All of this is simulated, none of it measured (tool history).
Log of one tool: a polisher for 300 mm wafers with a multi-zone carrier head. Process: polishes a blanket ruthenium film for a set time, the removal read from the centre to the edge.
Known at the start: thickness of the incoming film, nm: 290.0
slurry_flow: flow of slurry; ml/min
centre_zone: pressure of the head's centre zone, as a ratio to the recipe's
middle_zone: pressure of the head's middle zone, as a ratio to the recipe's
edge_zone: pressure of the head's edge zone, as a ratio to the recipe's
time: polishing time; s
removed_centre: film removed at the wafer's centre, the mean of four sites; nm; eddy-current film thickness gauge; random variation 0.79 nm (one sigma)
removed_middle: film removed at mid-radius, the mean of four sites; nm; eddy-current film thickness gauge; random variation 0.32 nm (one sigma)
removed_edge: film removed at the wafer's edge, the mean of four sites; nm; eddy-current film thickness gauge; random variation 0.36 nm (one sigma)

run,day,slurry_flow,centre_zone,middle_zone,edge_zone,time,removed_centre,removed_middle,removed_edge
1,0,280,1,1,1,62,83.488,81.383,84
2,0.192,275,1,0.98,0.98,60,79.443,77.923,80.114
3,0.446,275,1.04,0.98,0.98,60,81.981,77.006,80.448
4,0.542,270,1.05,0.96,0.96,58,81.484,72.992,77.005
5,0.888,270,1.05,1.01,0.96,58,81.771,76.815,76.459
6,1.012,270,1.05,1.07,0.96,58,81.932,79.48,77.199
7,1.254,265,1.05,1.04,0.96,56,77.749,75.332,73.737
8,1.388,260,1.05,1.01,0.96,55,77.645,72.093,71.87
9,1.579,255,1.05,0.99,0.96,54,74.697,70.067,71.456
10,1.633,250,1.05,0.97,0.95,53,73.525,67.729,69.007
11,1.842,245,1.05,0.95,0.95,52,71.474,64.783,68.487
12,2.208,240,1.05,0.93,0.94,51,70.241,62.539,66.397
13,2.442,235,1.05,0.92,0.93,51,70.498,61.709,65.959
14,2.7,230,1.05,0.91,0.92,51,69.765,61.614,64.977
15,2.988,225,1.05,0.9,0.92,51,69.673,60.389,65.67

The next listed run, before its measurement:
16,3.2,220,1.05,0.89,0.91,51,?,?,?

{"run 16": {"removed_centre": 70.821, "removed_middle": 60.329, "removed_edge": 65.047}}
